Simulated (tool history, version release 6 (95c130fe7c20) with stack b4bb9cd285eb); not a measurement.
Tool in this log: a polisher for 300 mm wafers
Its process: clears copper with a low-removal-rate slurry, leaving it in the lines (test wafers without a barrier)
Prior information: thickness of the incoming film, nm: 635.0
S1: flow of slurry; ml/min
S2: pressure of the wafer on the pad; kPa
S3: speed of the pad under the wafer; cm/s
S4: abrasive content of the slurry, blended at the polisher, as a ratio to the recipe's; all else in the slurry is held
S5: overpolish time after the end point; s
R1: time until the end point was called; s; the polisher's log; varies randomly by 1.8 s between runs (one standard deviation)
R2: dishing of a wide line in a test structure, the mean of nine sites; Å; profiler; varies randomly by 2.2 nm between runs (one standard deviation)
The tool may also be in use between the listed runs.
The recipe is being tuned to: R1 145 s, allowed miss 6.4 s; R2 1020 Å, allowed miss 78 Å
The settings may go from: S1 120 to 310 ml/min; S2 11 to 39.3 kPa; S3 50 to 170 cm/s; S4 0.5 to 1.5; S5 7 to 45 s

| run | hour | S1 | S2 | S3 | S4 | S5 | R1 | R2 |
|---|---|---|---|---|---|---|---|---|
| 1 | 0 | 200 | 24.8 | 110 | 1 | 23 | 162.77 | 623.49 |
| 2 | 5.5 | 200 | 24.8 | 96 | 1 | 23 | 188.59 | 557.34 |
| 3 | 14.3 | 200 | 25.5 | 96 | 1 | 24 | 182.01 | 556.47 |
| 4 | 16.1 | 200 | 26.2 | 96 | 1 | 26 | 178.16 | 649.21 |
| 5 | 21.4 | 200 | 26.2 | 96 | 1.2 | 26 | 171.54 | 663.68 |
| 6 | 28.4 | 200 | 26.9 | 96 | 1.2 | 27 | 164.04 | 703.93 |
| 7 | 32.3 | 200 | 27.6 | 96 | 1.2 | 28 | 163.6 | 734.01 |
| 8 | 36.4 | 200 | 28.3 | 96 | 1.2 | 29 | 158.35 | 724.95 |

Which one of the following 4 next-run settings gets every result inside its allowed miss? There is exactly one.
| A | 40.5 | 220 | 29.6 | 102 | 1.15 | 37 | ? | ? |
| B | 40.5 | 165 | 31.7 | 100 | 1.35 | 28 | ? | ? |
| C | 40.5 | 120 | 28.3 | 128 | 1.2 | 40 | ? | ? |
| D | 40.5 | 185 | 29 | 114 | 1.35 | 42 | ? | ? |

| move | R1 | R2 |
|---|---|---|
| A | 140.99 | 961.4 |
| B | 133.03 | 828.5 |
| C | 124.38 | 1088.4 |
| D | 127.5 | 1108.1 |
A: all results in spec
B: an improvement on the last run, though not all results are within tolerance
C: puts the biggest miss on target and leaves a different result outside tolerance
D: pushes the last run's worst result past its target
Go with A: it meets all targets.

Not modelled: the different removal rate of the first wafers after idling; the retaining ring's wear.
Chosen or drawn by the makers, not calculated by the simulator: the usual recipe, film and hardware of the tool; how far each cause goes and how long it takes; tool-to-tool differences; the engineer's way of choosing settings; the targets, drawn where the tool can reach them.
